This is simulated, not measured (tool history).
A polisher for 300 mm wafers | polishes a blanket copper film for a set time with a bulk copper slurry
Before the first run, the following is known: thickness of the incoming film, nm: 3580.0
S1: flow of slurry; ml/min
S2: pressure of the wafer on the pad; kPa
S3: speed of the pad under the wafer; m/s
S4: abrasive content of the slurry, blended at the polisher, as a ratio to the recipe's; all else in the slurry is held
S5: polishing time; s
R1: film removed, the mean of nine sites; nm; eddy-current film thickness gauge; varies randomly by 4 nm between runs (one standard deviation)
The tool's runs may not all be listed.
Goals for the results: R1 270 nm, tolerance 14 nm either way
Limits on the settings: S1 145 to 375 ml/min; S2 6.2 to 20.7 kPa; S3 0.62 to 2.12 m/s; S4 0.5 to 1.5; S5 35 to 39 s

run 1 day=0 | S1=240 S2=13.1 S3=1.36 S4=1 S5=39 | R1=325.66
run 2 day=0.021 | S1=240 S2=12.4 S3=1.36 S4=1 S5=39 | R1=305.56
run 3 day=0.158 | S1=265 S2=12.4 S3=1.36 S4=1 S5=39 | R1=324.02
run 4 day=0.4 | S1=265 S2=12.4 S3=1.36 S4=0.8 S5=39 | R1=305.55
run 5 day=0.567 | S1=260 S2=12.4 S3=1.36 S4=0.8 S5=39 | R1=301
run 6 day=0.625 | S1=260 S2=12.4 S3=1.36 S4=0.95 S5=39 | R1=305.5
run 7 day=0.879 | S1=260 S2=11.7 S3=1.36 S4=0.95 S5=39 | R1=298.72
-- day=1.067 slurry nozzle cleaned
run 8 day=1.067 | S1=255 S2=11.7 S3=1.36 S4=0.95 S5=39 | R1=311.64
run 9 day=1.371 | S1=255 S2=11 S3=1.34 S4=0.95 S5=39 | R1=282.43
run 10 day=1.4 | S1=250 S2=11 S3=1.34 S4=0.95 S5=39 | R1=283.16

Consider the 5 candidate settings below. Which is the only one whose results all fall within their allowed miss of target?
run A day=1.429 | S1=255 S2=9.7 S3=1.4 S4=0.85 S5=39 | R1=?
run B day=1.429 | S1=215 S2=8.3 S3=2.12 S4=0.6 S5=39 | R1=?
run C day=1.429 | S1=230 S2=11.7 S3=1.32 S4=1 S5=39 | R1=?
run D day=1.429 | S1=220 S2=10.3 S3=1.58 S4=0.75 S5=39 | R1=?
run E day=1.429 | S1=230 S2=11 S3=1.46 S4=1.05 S5=39 | R1=?

move=A R1=260.28
move=B R1=290.57
move=C R1=298.77
move=D R1=287.89
move=E R1=311.54
A: hits every target within its allowed miss
B: misses by more than the last run did
C: misses by more than the last run did
D: misses by more than the last run did
E: misses by more than the last run did
Go with A: it meets all targets.
